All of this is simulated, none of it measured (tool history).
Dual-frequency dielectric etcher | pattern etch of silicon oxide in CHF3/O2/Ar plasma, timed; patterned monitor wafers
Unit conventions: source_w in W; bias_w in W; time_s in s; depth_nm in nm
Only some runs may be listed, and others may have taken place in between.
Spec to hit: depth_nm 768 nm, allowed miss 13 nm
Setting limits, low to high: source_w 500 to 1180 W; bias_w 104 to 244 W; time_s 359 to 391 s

run 1 day=0 | source_w=840 bias_w=174 time_s=391 | depth_nm=845.17
run 2 day=0.129 | source_w=800 bias_w=173 time_s=391 | depth_nm=830.7
run 3 day=0.179 | source_w=940 bias_w=173 time_s=391 | depth_nm=873.57
run 4 day=0.462 | source_w=1090 bias_w=173 time_s=391 | depth_nm=919.04
run 5 day=0.746 | source_w=1000 bias_w=169 time_s=390.5 | depth_nm=880.7
run 6 day=0.996 | source_w=930 bias_w=166 time_s=390 | depth_nm=850.48
run 7 day=1.042 | source_w=880 bias_w=164 time_s=390 | depth_nm=838.93
run 8 day=1.333 | source_w=830 bias_w=162 time_s=389.5 | depth_nm=819.17
run 9 day=1.425 | source_w=800 bias_w=160 time_s=389.5 | depth_nm=808.86
run 10 day=1.792 | source_w=770 bias_w=159 time_s=389.5 | depth_nm=795.56

Which single option among these 4 for the next run brings every result within its allowed miss of target? Just one does.
run A day=2.158 | source_w=870 bias_w=143 time_s=391 | depth_nm=?
run B day=2.158 | source_w=630 bias_w=183 time_s=383 | depth_nm=?
run C day=2.158 | source_w=750 bias_w=181 time_s=381 | depth_nm=?
run D day=2.158 | source_w=840 bias_w=198 time_s=377 | depth_nm=?

move=A depth_nm=806.96
move=B depth_nm=769.96
move=C depth_nm=802.37
move=D depth_nm=842.51
A: moves away from the targets compared with the last run
B: meets every target
C: moves away from the targets compared with the last run
D: moves away from the targets compared with the last run
B meets every target.
